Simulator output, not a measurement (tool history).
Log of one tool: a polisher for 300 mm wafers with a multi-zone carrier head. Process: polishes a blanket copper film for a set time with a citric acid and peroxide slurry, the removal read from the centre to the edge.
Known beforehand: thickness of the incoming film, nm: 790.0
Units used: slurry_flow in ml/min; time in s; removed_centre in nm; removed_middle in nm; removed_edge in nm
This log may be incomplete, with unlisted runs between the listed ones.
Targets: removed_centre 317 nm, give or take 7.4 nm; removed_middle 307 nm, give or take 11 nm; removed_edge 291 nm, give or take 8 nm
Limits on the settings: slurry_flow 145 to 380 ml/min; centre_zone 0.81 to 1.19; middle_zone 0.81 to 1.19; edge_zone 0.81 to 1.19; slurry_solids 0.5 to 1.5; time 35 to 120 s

run  hour  slurry_flow  centre_zone  middle_zone  edge_zone  slurry_solids  time  removed_centre  removed_middle  removed_edge
  1     0          245            1            1          1              1    77          205.91          204.05        205.11
  2   8.5          260         1.04         1.05       1.05           1.15    81           233.8          232.04         230.6
  3  10.7          260         1.01         1.05       1.05           1.15    81          227.48          230.63        226.54
  4  17.3          260          1.1         1.05       1.05           1.15    81          249.36          238.49        229.22
  5  20.1          210          1.1         1.05       1.05           1.15    81          240.52          225.38        225.15
  6    25          210          1.1         1.05       0.98           1.15    81          243.43          227.44        217.47
  7  33.2          280         1.18         1.15       1.08            1.4    90          313.08          292.34        269.99
  8  36.7          290         1.17         1.16       1.11           1.45    90          314.26          298.15        276.79
  9  37.9          295         1.17         1.16       1.13           1.45    90          311.59          301.15        283.36
 10  41.5          300         1.17         1.16       1.14           1.45    90          318.23          297.61        281.49

Pick the move, out of 5, that brings all results within their allowed miss; only one does.
  A  45.1          330         1.13         1.07       1.19           1.45    91               ?               ?             ?
  B  45.1          325         1.19         1.14       1.05            1.5    90               ?               ?             ?
  C  45.1          300         1.19         1.15       1.02            1.4    90               ?               ?             ?
  D  45.1          290         1.13         1.13       1.12           1.45    93               ?               ?             ?
  E  45.1          250         1.15          1.1       1.19           1.35    94               ?               ?             ?

move  removed_centre  removed_middle  removed_edge
   A          308.73          285.02        296.84
   B          323.96          299.59        277.12
   C          316.17          294.81        267.24
   D          311.57          301.66        291.13
   E          309.78          288.42        295.21
A: gets the furthest-off result to its target, but another result is out of tolerance
B: misses by more than the last run did
C: misses by more than the last run did
D: each result inside its tolerance
E: gets the furthest-off result to its target, but another result is out of tolerance
The move that meets every target is D.
